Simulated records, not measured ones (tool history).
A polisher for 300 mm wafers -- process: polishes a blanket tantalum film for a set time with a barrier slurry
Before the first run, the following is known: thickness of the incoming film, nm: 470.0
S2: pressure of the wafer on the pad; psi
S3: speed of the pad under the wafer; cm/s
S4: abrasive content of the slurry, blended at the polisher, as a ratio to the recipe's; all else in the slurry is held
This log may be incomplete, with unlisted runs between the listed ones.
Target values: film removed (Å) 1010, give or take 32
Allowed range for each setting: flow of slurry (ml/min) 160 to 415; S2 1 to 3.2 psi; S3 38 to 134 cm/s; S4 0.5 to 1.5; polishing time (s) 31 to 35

Run 1, hour 0: flow of slurry (ml/min) 265, S2 2.1 psi, S3 86 cm/s, S4 1, polishing time (s) 35. Result: film removed (Å) 595.89.
Run 2, hour 7.4: flow of slurry (ml/min) 330, S2 2.1 psi, S3 86 cm/s, S4 1, polishing time (s) 35. Result: film removed (Å) 605.14.
Run 3, hour 9.5: flow of slurry (ml/min) 330, S2 1.8 psi, S3 86 cm/s, S4 1, polishing time (s) 35. Result: film removed (Å) 524.71.
Run 4, hour 14: flow of slurry (ml/min) 330, S2 1.8 psi, S3 108 cm/s, S4 1, polishing time (s) 35. Result: film removed (Å) 652.31.
Run 5, hour 16: flow of slurry (ml/min) 330, S2 2 psi, S3 108 cm/s, S4 1, polishing time (s) 35. Result: film removed (Å) 716.9.
Run 6, hour 23.2: flow of slurry (ml/min) 330, S2 2.1 psi, S3 108 cm/s, S4 1, polishing time (s) 35. Result: film removed (Å) 756.71.
Run 7, hour 31.2: flow of slurry (ml/min) 330, S2 2.1 psi, S3 108 cm/s, S4 1, polishing time (s) 35. Result: film removed (Å) 745.19.
Run 8, hour 37.5: flow of slurry (ml/min) 335, S2 2.7 psi, S3 110 cm/s, S4 1, polishing time (s) 35. Result: film removed (Å) 957.39.

Consider the 5 candidate settings below. Which is the only one whose results all fall within their allowed miss of target?
Run A, hour 43.8: flow of slurry (ml/min) 345, S2 2.6 psi, S3 108 cm/s, S4 1.05, polishing time (s) 34. Result: film removed (Å) ?.
Run B, hour 43.8: flow of slurry (ml/min) 300, S2 3.2 psi, S3 100 cm/s, S4 1.05, polishing time (s) 34. Result: film removed (Å) ?.
Run C, hour 43.8: flow of slurry (ml/min) 320, S2 2.8 psi, S3 98 cm/s, S4 1.05, polishing time (s) 34. Result: film removed (Å) ?.
Run D, hour 43.8: flow of slurry (ml/min) 290, S2 2.7 psi, S3 112 cm/s, S4 1.05, polishing time (s) 33. Result: film removed (Å) ?.
Run E, hour 43.8: flow of slurry (ml/min) 335, S2 2.7 psi, S3 112 cm/s, S4 1, polishing time (s) 34. Result: film removed (Å) ?.

move  film removed (Å)
   A            898.58
   B            998.85
   C            869.85
   D            921.28
   E            947.67
A: further off than the last run
B: meets every target
C: further off than the last run
D: further off than the last run
E: further off than the last run
The move that meets every target is B.

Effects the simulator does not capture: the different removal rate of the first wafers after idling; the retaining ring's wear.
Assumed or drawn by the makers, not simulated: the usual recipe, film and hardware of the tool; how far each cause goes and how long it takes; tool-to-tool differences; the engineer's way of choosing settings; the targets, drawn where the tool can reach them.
